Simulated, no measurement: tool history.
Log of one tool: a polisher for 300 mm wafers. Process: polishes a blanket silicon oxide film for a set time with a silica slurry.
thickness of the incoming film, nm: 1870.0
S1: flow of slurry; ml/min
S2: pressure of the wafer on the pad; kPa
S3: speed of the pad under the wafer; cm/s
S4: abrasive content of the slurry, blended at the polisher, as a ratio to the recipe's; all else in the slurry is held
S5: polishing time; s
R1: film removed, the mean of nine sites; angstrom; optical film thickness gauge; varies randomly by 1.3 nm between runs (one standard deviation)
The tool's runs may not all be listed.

run	hour	S1	S2	S3	S4	S5	R1
1	0	250	35.9	132	1	53	1942.3
2	5.3	245	35.9	132	1	53	1923.1
3	6.8	240	35.9	132	1	53	1926.5
4	13.2	240	35.9	132	1	47	1699
5	20.9	205	35.9	132	1	47	1652.7
6	27.9	225	35.9	132	1	47	1715.7
7	30.9	240	35.9	132	1	47	1701.8
8	33.9	240	35.9	132	1	47	1717.2

The next listed run, before its measurement:
9	38.4	240	35.9	132	1	47	?

R1: 1688.7 angstrom

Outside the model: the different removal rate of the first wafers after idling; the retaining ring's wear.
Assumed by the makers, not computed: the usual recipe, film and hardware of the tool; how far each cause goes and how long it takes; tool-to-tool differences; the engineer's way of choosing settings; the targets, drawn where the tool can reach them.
